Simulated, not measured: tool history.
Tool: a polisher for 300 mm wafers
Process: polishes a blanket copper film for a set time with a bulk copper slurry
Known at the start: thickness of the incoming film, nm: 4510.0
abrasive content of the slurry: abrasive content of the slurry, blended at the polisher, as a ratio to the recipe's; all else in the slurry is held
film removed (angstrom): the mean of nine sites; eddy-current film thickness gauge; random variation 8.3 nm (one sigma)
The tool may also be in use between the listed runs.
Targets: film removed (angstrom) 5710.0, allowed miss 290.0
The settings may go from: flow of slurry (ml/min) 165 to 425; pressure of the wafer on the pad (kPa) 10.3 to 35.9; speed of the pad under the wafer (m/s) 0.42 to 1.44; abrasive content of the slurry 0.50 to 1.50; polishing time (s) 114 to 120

run  hour  flow of slurry (ml/min)  pressure of the wafer on the pad (kPa)  speed of the pad under the wafer (m/s)  abrasive content of the slurry  polishing time (s)  film removed (angstrom)
  1   0.0                      275                                    22.8                                    0.92                            1.00                 114                   8171.3
  2   4.2                      310                                    22.8                                    0.92                            1.00                 114                   8532.5
  3  13.1                      350                                    22.8                                    0.92                            1.00                 114                   8099.2
  4  17.3                      350                                    22.1                                    0.92                            1.00                 114                   7825.8
  5  23.2                      350                                    21.4                                    0.92                            1.00                 114                   7890.0
  6  29.9                      350                                    21.4                                    0.92                            1.00                 120                   8115.8
  7  38.1                      350                                    20.7                                    0.92                            1.00                 120                   8070.9
  8  43.5                      350                                    20.0                                    0.92                            1.00                 120                   7623.7
     46.9  -- worn pad replaced by a new one
  9  46.9                      350                                    19.3                                    0.92                            1.00                 120                   8495.9

Which of these 5 next moves meets every target?
  A  50.3                      290                                    24.8                                    1.06                            1.20                 120                        ?
  B  50.3                      300                                    15.9                                    0.66                            1.00                 114                        ?
  C  50.3                      360                                    17.9                                    0.70                            1.05                 114                        ?
  D  50.3                      380                                    18.6                                    1.06                            1.00                 119                        ?
  E  50.3                      350                                    18.6                                    0.72                            1.00                 120                        ?

move  film removed (angstrom)
   A                  12670.0
   B                   4766.5
   C                   5813.3
   D                   9342.3
   E                   6440.4
A: further off than the last run
B: takes the result that was furthest off past its target
C: meets every target
D: further off than the last run
E: nearer than the last run, and not there yet
Answer: C

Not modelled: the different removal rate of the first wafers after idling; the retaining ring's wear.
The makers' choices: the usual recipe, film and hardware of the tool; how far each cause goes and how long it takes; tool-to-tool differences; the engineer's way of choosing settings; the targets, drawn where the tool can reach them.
